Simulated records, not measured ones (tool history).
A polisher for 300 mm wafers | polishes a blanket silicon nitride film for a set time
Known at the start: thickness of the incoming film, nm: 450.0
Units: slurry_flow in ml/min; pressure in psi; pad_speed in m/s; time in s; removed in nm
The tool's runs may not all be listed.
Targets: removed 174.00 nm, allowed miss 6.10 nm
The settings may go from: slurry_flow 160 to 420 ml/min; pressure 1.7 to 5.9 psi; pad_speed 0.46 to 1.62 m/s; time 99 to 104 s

run 1 hour=0.0 | slurry_flow=270 pressure=3.8 pad_speed=1.04 time=99 | removed=229.13
run 2 hour=8.1 | slurry_flow=270 pressure=3.6 pad_speed=1.04 time=99 | removed=217.96
run 3 hour=11.0 | slurry_flow=270 pressure=3.4 pad_speed=1.04 time=99 | removed=206.66
run 4 hour=14.1 | slurry_flow=270 pressure=3.9 pad_speed=1.04 time=99 | removed=232.58
run 5 hour=15.7 | slurry_flow=270 pressure=3.6 pad_speed=1.04 time=99 | removed=214.54
run 6 hour=16.6 | slurry_flow=270 pressure=3.4 pad_speed=1.04 time=99 | removed=205.09
run 7 hour=17.2 | slurry_flow=270 pressure=3.3 pad_speed=1.04 time=99 | removed=200.30
run 8 hour=24.0 | slurry_flow=270 pressure=3.2 pad_speed=1.04 time=99 | removed=191.38

5 next moves are on the table. One of them brings every result within its allowed miss. Which?
run A hour=30.8 | slurry_flow=205 pressure=3.5 pad_speed=1.14 time=102 | removed=?
run B hour=30.8 | slurry_flow=250 pressure=3.1 pad_speed=0.96 time=100 | removed=?
run C hour=30.8 | slurry_flow=295 pressure=3.4 pad_speed=0.98 time=103 | removed=?
run D hour=30.8 | slurry_flow=265 pressure=3.6 pad_speed=0.92 time=104 | removed=?
run E hour=30.8 | slurry_flow=305 pressure=3.4 pad_speed=1.06 time=102 | removed=?

move=A removed=223.24
move=B removed=174.25
move=C removed=203.09
move=D removed=203.73
move=E removed=214.84
A: further off than the last run
B: meets every target
C: further off than the last run
D: further off than the last run
E: further off than the last run
Answer: B
